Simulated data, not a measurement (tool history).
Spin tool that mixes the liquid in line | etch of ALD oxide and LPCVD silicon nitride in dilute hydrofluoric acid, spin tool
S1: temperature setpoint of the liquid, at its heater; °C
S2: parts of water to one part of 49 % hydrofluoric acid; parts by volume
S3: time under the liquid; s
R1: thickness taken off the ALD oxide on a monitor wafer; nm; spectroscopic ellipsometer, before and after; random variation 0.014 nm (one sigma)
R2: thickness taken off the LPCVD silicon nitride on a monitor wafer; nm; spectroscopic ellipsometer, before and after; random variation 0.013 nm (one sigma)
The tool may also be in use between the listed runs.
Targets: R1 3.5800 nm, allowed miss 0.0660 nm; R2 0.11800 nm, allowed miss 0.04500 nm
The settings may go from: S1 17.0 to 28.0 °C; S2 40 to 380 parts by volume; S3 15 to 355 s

| run | hour | S1 | S2 | S3 | R1 | R2 |
|---|---|---|---|---|---|---|
| 1 | 0.0 | 20.0 | 210 | 180 | 10.1100 | 0.31447 |
| 2 | 8.5 | 19.0 | 260 | 180 | 7.4735 | 0.32395 |
| 3 | 10.1 | 19.0 | 320 | 180 | 5.7986 | 0.22778 |
| 4 | 11.4 | 19.0 | 270 | 180 | 7.1746 | 0.31065 |
| 5 | 15.6 | 19.0 | 305 | 170 | 5.8132 | 0.23719 |
| 6 | 24.7 | 19.0 | 305 | 200 | 6.8477 | 0.24989 |
| 7 | 27.3 | 18.5 | 330 | 190 | 5.8094 | 0.26901 |
| 8 | 29.0 | 19.0 | 345 | 175 | 5.1076 | 0.19599 |
| 9 | 36.5 | 17.0 | 380 | 155 | 3.7117 | 0.14644 |
| 10 | 43.0 | 17.0 | 380 | 145 | 3.4786 | 0.12169 |

4 next moves are on the table. One of them brings every result within its allowed miss. Which?
| A | 49.5 | 17.0 | 300 | 105 | ? | ? |
| B | 49.5 | 17.5 | 280 | 95 | ? | ? |
| C | 49.5 | 17.0 | 230 | 80 | ? | ? |
| D | 49.5 | 17.0 | 275 | 95 | ? | ? |

| move | R1 | R2 |
|---|---|---|
| A | 3.4131 | 0.12069 |
| B | 3.4296 | 0.12048 |
| C | 3.6026 | 0.11843 |
| D | 3.4406 | 0.11861 |
A: further off than the last run
B: further off than the last run
C: meets every target
D: further off than the last run
Answer: C

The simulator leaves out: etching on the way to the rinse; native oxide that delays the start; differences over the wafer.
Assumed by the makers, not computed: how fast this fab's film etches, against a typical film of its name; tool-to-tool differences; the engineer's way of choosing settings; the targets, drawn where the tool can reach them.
